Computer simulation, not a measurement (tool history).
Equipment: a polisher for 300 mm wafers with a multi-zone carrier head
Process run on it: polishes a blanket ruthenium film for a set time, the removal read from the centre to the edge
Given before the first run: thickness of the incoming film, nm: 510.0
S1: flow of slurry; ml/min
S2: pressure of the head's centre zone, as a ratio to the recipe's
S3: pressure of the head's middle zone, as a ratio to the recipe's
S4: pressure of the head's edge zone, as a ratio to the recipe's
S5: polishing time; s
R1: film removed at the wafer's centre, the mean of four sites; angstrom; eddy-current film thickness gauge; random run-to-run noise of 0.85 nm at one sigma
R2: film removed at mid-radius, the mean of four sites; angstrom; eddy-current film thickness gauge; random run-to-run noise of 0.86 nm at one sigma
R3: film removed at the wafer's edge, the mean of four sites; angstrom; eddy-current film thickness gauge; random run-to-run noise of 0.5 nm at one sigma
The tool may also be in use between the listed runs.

| run | hour | S1 | S2 | S3 | S4 | S5 | R1 | R2 | R3 |
|---|---|---|---|---|---|---|---|---|---|
| 1 | 0.0 | 315 | 1.00 | 1.00 | 1.00 | 64 | 656.31 | 661.62 | 664.04 |
| 2 | 2.7 | 315 | 1.03 | 1.00 | 1.00 | 64 | 690.07 | 675.09 | 665.65 |
| 3 | 8.1 | 315 | 1.03 | 0.97 | 1.00 | 64 | 680.45 | 649.66 | 669.58 |
| 4 | 15.5 | 315 | 1.03 | 1.04 | 1.00 | 64 | 676.37 | 692.14 | 658.13 |
| 5 | 22.3 | 315 | 1.03 | 1.12 | 1.00 | 64 | 679.96 | 737.82 | 657.07 |
| 6 | 26.2 | 320 | 1.02 | 1.10 | 1.05 | 65 | 683.48 | 724.27 | 691.85 |
| 7 | 28.7 | 325 | 1.02 | 1.10 | 1.08 | 66 | 704.69 | 747.78 | 695.41 |
| 8 | 32.3 | 325 | 1.02 | 1.10 | 1.08 | 66 | 699.41 | 729.50 | 702.52 |

Estimate the outcome of run 9 from the log above:
| 9 | 38.4 | 325 | 1.01 | 1.10 | 1.10 | 67 | ? | ? | ? |

{"run 9": {"R1": 695.26, "R2": 760.12, "R3": 716.76}}
